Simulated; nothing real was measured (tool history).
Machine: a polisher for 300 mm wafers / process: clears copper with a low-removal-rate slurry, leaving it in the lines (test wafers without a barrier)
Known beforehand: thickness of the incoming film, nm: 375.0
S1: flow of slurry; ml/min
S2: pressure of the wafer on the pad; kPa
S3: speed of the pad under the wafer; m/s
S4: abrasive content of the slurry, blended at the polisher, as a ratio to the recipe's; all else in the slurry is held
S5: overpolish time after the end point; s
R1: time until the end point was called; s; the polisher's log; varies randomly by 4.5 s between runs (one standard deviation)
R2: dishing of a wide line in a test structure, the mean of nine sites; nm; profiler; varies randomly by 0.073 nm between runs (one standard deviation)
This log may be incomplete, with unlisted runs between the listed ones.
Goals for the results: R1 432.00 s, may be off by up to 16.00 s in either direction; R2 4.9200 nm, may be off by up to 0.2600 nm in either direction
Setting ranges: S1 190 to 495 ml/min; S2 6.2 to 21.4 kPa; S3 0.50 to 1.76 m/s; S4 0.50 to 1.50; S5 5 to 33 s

Run 1, day 0.000: S1 320 ml/min, S2 13.8 kPa, S3 1.12 m/s, S4 1.00, S5 17 s. Result: R1 172.08 s, R2 31.0530 nm.
Run 2, day 0.138: S1 315 ml/min, S2 12.4 kPa, S3 1.02 m/s, S4 0.95, S5 15 s. Result: R1 208.60 s, R2 23.4700 nm.
Run 3, day 0.312: S1 315 ml/min, S2 12.4 kPa, S3 0.80 m/s, S4 0.95, S5 15 s. Result: R1 261.65 s, R2 19.4090 nm.
Run 4, day 0.388: S1 315 ml/min, S2 10.3 kPa, S3 0.80 m/s, S4 0.95, S5 15 s. Result: R1 310.12 s, R2 16.0290 nm.
Run 5, day 0.762: S1 250 ml/min, S2 10.3 kPa, S3 0.80 m/s, S4 0.95, S5 15 s. Result: R1 315.01 s, R2 15.8990 nm.
Run 6, day 1.083: S1 240 ml/min, S2 9.7 kPa, S3 0.76 m/s, S4 1.05, S5 13 s. Result: R1 339.76 s, R2 12.9260 nm.
Run 7, day 1.146: S1 230 ml/min, S2 9.0 kPa, S3 0.74 m/s, S4 1.15, S5 11 s. Result: R1 371.67 s, R2 10.4340 nm.
Run 8, day 1.467: S1 190 ml/min, S2 6.2 kPa, S3 0.76 m/s, S4 1.40, S5 5 s. Result: R1 494.57 s, R2 3.6144 nm.
Run 9, day 1.625: S1 215 ml/min, S2 6.2 kPa, S3 0.76 m/s, S4 1.40, S5 5 s. Result: R1 487.12 s, R2 3.5995 nm.
Run 10, day 1.733: S1 215 ml/min, S2 6.2 kPa, S3 0.76 m/s, S4 1.35, S5 5 s. Result: R1 493.31 s, R2 3.5280 nm.
Run 11, day 2.000: S1 210 ml/min, S2 6.9 kPa, S3 0.76 m/s, S4 1.35, S5 5 s. Result: R1 441.50 s, R2 4.0673 nm.
Run 12, day 2.238: S1 210 ml/min, S2 6.9 kPa, S3 0.76 m/s, S4 1.30, S5 5 s. Result: R1 455.43 s, R2 3.9385 nm.

Exercise: of the 4 proposed moves below, exactly one satisfies all targets within the stated allowed misses. Which move is it?
Run A, day 2.475: S1 195 ml/min, S2 6.9 kPa, S3 0.78 m/s, S4 1.40, S5 6 s. Result: R1 ?, R2 ?.
Run B, day 2.475: S1 285 ml/min, S2 8.3 kPa, S3 0.72 m/s, S4 1.15, S5 5 s. Result: R1 ?, R2 ?.
Run C, day 2.475: S1 190 ml/min, S2 7.6 kPa, S3 0.60 m/s, S4 1.50, S5 8 s. Result: R1 ?, R2 ?.
Run D, day 2.475: S1 215 ml/min, S2 6.9 kPa, S3 0.80 m/s, S4 1.25, S5 7 s. Result: R1 ?, R2 ?.

move      R1      R2
   A  440.49  4.8593
   B  403.58  4.4353
   C  494.92  5.7497
   D  440.15  5.6531
A: every result within its allowed miss
B: moves toward the targets from the last run without getting all of them in spec
C: takes the result that was furthest off past its target
D: takes the result that was furthest off past its target
A is the move that brings every result within its allowed miss.

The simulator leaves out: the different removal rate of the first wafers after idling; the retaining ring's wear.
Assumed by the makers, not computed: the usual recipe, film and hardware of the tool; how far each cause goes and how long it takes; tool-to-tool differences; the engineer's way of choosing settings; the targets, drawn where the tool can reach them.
